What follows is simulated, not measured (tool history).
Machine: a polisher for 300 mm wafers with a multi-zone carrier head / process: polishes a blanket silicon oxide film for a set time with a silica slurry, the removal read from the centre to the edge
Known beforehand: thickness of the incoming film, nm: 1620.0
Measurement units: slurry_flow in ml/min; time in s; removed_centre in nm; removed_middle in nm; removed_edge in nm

run	hour	slurry_flow	centre_zone	middle_zone	edge_zone	slurry_solids	time	removed_centre	removed_middle	removed_edge
1	0	125	1	1	1	1	51	135.73	136.19	131.86
2	7	140	1.01	0.98	1.05	1.05	51	143.42	138.23	140.58
3	11.1	150	1.02	0.98	1.09	1.1	51	149.82	146.02	148.59
4	14.4	150	1.02	0.98	1.06	1.1	51	149.82	142.15	145.41
5	17.7	160	1.03	0.97	1.1	1.15	51	156.23	148.34	152.25
6	23.8	165	1.03	0.96	1.13	1.2	51	158.16	148.62	156.89
7	27.7	170	1.03	0.95	1.15	1.25	51	161.98	153.74	162.98

For run 8, what comes out?
8	30.4	175	1.04	0.94	1.16	1.25	51	?	?	?

{"run 8": {"removed_centre": 164.68, "removed_middle": 151.24, "removed_edge": 162.96}}
